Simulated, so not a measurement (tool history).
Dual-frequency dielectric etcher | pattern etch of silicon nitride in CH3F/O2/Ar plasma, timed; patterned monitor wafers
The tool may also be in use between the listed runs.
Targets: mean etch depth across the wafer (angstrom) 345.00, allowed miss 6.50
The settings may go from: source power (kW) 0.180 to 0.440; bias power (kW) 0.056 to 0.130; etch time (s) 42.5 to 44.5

| run | hour | source power (kW) | bias power (kW) | etch time (s) | mean etch depth across the wafer (angstrom) |
|---|---|---|---|---|---|
| 1 | 0.0 | 0.310 | 0.093 | 42.5 | 305.10 |
| 2 | 3.2 | 0.280 | 0.093 | 42.5 | 292.12 |
| 3 | 9.3 | 0.280 | 0.083 | 42.5 | 284.12 |
| 4 | 10.6 | 0.280 | 0.083 | 44.5 | 295.37 |
| 5 | 15.4 | 0.240 | 0.083 | 44.5 | 279.94 |
| 6 | 16.0 | 0.210 | 0.083 | 44.5 | 261.98 |
| 7 | 19.9 | 0.250 | 0.085 | 44.5 | 285.71 |
| 8 | 21.9 | 0.280 | 0.086 | 44.5 | 302.57 |
| 9 | 25.7 | 0.340 | 0.089 | 44.5 | 327.29 |
| 10 | 28.6 | 0.350 | 0.090 | 44.5 | 333.31 |
| 11 | 31.2 | 0.360 | 0.090 | 44.5 | 336.54 |

Which of these 5 next moves meets every target?
| A | 33.8 | 0.410 | 0.086 | 44.0 | ? |
| B | 33.8 | 0.360 | 0.086 | 44.0 | ? |
| C | 33.8 | 0.350 | 0.088 | 44.0 | ? |
| D | 33.8 | 0.370 | 0.087 | 43.5 | ? |
| E | 33.8 | 0.360 | 0.090 | 43.5 | ? |

| move | mean etch depth across the wafer (angstrom) |
|---|---|
| A | 344.07 |
| B | 326.17 |
| C | 324.95 |
| D | 327.42 |
| E | 327.54 |
A: meets every target
B: further off than the last run
C: further off than the last run
D: further off than the last run
E: further off than the last run
Answer: A
